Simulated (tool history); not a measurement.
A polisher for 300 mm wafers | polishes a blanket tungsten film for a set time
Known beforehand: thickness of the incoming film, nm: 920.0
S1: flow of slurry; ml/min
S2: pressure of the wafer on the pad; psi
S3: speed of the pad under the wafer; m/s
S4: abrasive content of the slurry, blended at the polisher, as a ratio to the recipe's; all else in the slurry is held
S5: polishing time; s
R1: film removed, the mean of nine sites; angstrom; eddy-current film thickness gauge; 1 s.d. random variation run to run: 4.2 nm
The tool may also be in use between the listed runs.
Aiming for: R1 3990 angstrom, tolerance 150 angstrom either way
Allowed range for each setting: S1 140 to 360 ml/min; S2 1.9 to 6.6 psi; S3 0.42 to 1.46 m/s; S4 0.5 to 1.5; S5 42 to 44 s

{"run": 1, "hour": 0.0, "S1": 230, "S2": 4.2, "S3": 0.94, "S4": 1, "S5": 42, "R1": 2508.7}
{"run": 2, "hour": 3.6, "S1": 230, "S2": 4.5, "S3": 0.94, "S4": 1, "S5": 42, "R1": 2679.6}
{"run": 3, "hour": 6.3, "S1": 230, "S2": 4.5, "S3": 0.94, "S4": 1, "S5": 42, "R1": 2696.3}
{"run": 4, "hour": 14.8, "S1": 230, "S2": 4.8, "S3": 0.94, "S4": 1, "S5": 42, "R1": 2818}
{"run": 5, "hour": 18.9, "S1": 230, "S2": 4.8, "S3": 0.94, "S4": 0.85, "S5": 42, "R1": 2794.2}
{"run": 6, "hour": 20.5, "S1": 230, "S2": 4.4, "S3": 0.94, "S4": 0.85, "S5": 42, "R1": 2529.3}
{"run": 7, "hour": 25.7, "S1": 230, "S2": 4.7, "S3": 0.94, "S4": 0.85, "S5": 42, "R1": 2694}
{"run": 8, "hour": 30.5, "S1": 230, "S2": 4.7, "S3": 0.94, "S4": 0.85, "S5": 42, "R1": 2650.4}
{"run": 9, "hour": 37.8, "S1": 230, "S2": 5, "S3": 0.94, "S4": 0.85, "S5": 42, "R1": 2842}
{"run": 10, "hour": 41.6, "S1": 235, "S2": 6.2, "S3": 0.96, "S4": 0.85, "S5": 42, "R1": 3585.2}

5 next moves are on the table. One of them brings every result within its allowed miss. Which?
{"run": "A", "hour": 45.4, "S1": 265, "S2": 5.6, "S3": 0.92, "S4": 0.85, "S5": 42, "R1": "?"}
{"run": "B", "hour": 45.4, "S1": 230, "S2": 6.5, "S3": 1, "S4": 0.6, "S5": 42, "R1": "?"}
{"run": "C", "hour": 45.4, "S1": 265, "S2": 5.8, "S3": 0.98, "S4": 0.6, "S5": 44, "R1": "?"}
{"run": "D", "hour": 45.4, "S1": 230, "S2": 6.5, "S3": 0.96, "S4": 0.95, "S5": 43, "R1": "?"}
{"run": "E", "hour": 45.4, "S1": 245, "S2": 6.3, "S3": 0.96, "S4": 0.85, "S5": 42, "R1": "?"}

move=A R1=3150.2
move=B R1=3574.1
move=C R1=3339.5
move=D R1=3929.1
move=E R1=3650.9
A: lands further from the targets than the last run did
B: as far off as the last run
C: lands further from the targets than the last run did
D: all results in spec
E: nearer than the last run, and not there yet
Go with D: it meets all targets.
